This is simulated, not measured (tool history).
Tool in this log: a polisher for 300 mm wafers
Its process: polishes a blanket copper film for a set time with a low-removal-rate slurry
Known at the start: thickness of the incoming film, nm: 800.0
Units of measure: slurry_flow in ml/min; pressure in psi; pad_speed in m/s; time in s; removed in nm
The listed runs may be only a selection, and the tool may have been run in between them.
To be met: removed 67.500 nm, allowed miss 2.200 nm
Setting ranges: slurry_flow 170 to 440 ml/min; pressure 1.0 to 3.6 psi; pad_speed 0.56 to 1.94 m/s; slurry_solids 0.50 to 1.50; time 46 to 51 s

Run 1, hour 0.0: slurry_flow 280 ml/min, pressure 2.3 psi, pad_speed 1.24 m/s, slurry_solids 1.00, time 51 s. Result: removed 174.330 nm.
Run 2, hour 2.9: slurry_flow 280 ml/min, pressure 2.3 psi, pad_speed 1.24 m/s, slurry_solids 1.10, time 51 s. Result: removed 181.460 nm.
Run 3, hour 7.3: slurry_flow 280 ml/min, pressure 2.3 psi, pad_speed 1.24 m/s, slurry_solids 1.10, time 51 s. Result: removed 179.390 nm.
Run 4, hour 12.3: slurry_flow 280 ml/min, pressure 2.3 psi, pad_speed 1.34 m/s, slurry_solids 1.10, time 51 s. Result: removed 194.390 nm.
Run 5, hour 17.0: slurry_flow 280 ml/min, pressure 1.9 psi, pad_speed 1.14 m/s, slurry_solids 1.10, time 51 s. Result: removed 138.160 nm.
Run 6, hour 19.1: slurry_flow 280 ml/min, pressure 1.9 psi, pad_speed 0.86 m/s, slurry_solids 1.10, time 51 s. Result: removed 103.850 nm.
Run 7, hour 25.9: slurry_flow 280 ml/min, pressure 1.6 psi, pad_speed 0.84 m/s, slurry_solids 1.10, time 51 s. Result: removed 88.089 nm.
Run 8, hour 34.7: slurry_flow 280 ml/min, pressure 1.4 psi, pad_speed 0.84 m/s, slurry_solids 1.10, time 51 s. Result: removed 76.279 nm.
Run 9, hour 36.4: slurry_flow 280 ml/min, pressure 1.3 psi, pad_speed 0.84 m/s, slurry_solids 1.10, time 51 s. Result: removed 72.350 nm.

4 candidate next runs follow, results not yet known. Just one meets every target within its allowed miss. Identify it.
Run A, hour 38.1: slurry_flow 250 ml/min, pressure 1.1 psi, pad_speed 0.88 m/s, slurry_solids 1.15, time 51 s. Result: removed ?.
Run B, hour 38.1: slurry_flow 170 ml/min, pressure 1.3 psi, pad_speed 0.80 m/s, slurry_solids 0.85, time 51 s. Result: removed ?.
Run C, hour 38.1: slurry_flow 310 ml/min, pressure 1.1 psi, pad_speed 0.84 m/s, slurry_solids 1.05, time 51 s. Result: removed ?.
Run D, hour 38.1: slurry_flow 270 ml/min, pressure 1.1 psi, pad_speed 0.94 m/s, slurry_solids 1.35, time 49 s. Result: removed ?.

move  removed
   A   63.319
   B   62.472
   C   60.238
   D   67.210
A: carries the result that was furthest off beyond its target, to the other side
B: carries the result that was furthest off beyond its target, to the other side
C: carries the result that was furthest off beyond its target, to the other side
D: in spec on every target
So the answer is move D, the one that meets all the targets.
